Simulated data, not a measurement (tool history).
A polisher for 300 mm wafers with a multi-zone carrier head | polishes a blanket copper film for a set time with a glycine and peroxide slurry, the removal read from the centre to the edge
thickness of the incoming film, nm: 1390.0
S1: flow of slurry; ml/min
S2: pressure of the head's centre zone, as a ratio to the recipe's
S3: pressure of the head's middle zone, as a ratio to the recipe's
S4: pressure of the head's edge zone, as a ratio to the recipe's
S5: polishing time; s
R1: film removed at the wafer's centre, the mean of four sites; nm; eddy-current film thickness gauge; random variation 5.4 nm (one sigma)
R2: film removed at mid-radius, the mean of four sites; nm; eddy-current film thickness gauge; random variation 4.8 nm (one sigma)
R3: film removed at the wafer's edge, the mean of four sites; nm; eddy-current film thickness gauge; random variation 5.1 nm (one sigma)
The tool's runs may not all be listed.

{"run": 1, "hour": 0.0, "S1": 315, "S2": 1.0, "S3": 1.0, "S4": 1.0, "S5": 90, "R1": 517.27, "R2": 527.86, "R3": 537.22}
{"run": 2, "hour": 6.6, "S1": 325, "S2": 1.0, "S3": 1.04, "S4": 1.01, "S5": 91, "R1": 523.97, "R2": 552.3, "R3": 545.56}
{"run": 3, "hour": 10.9, "S1": 325, "S2": 1.0, "S3": 1.04, "S4": 1.01, "S5": 99, "R1": 570.97, "R2": 591.54, "R3": 598.2}
{"run": 4, "hour": 16.3, "S1": 325, "S2": 1.0, "S3": 1.04, "S4": 1.01, "S5": 88, "R1": 513.26, "R2": 528.53, "R3": 525.82}
{"run": 5, "hour": 24.4, "S1": 330, "S2": 0.99, "S3": 1.07, "S4": 1.01, "S5": 90, "R1": 507.79, "R2": 563.88, "R3": 546.04}
{"run": 6, "hour": 32.4, "S1": 330, "S2": 0.99, "S3": 1.07, "S4": 1.01, "S5": 70, "R1": 396.95, "R2": 434.63, "R3": 421.04}

Run 7 comes next. What will it give?
{"run": 7, "hour": 37.9, "S1": 375, "S2": 1.05, "S3": 1.17, "S4": 1.1, "S5": 95, "R1": "?", "R2": "?", "R3": "?"}

{"run 7": {"R1": 570.57, "R2": 635.65, "R3": 606.7}}

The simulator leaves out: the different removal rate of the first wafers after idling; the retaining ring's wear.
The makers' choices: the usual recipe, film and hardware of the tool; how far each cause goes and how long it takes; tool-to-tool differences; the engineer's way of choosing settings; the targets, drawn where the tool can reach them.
